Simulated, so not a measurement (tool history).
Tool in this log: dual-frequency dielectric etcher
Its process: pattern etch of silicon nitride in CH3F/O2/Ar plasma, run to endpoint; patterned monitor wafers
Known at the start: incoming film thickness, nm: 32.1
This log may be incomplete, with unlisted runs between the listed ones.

run	hour	source power (kW)	bias power (kW)	endpoint time (s)
1	0	0.36	0.099	44.69
2	1.3	0.33	0.099	47.05
3	8.5	0.27	0.099	54.466
4	11.8	0.27	0.108	53.222
5	14.3	0.3	0.109	49.04
6	19.9	0.32	0.11	46.694
7	28.7	0.34	0.111	44.906
8	34.8	0.36	0.112	43.272
9	38	0.37	0.113	42.197
10	41.3	0.38	0.113	41.629

Forecast run 11:
11	50	0.39	0.113	?

{"run 11": {"endpoint time (s)": 41.149}}
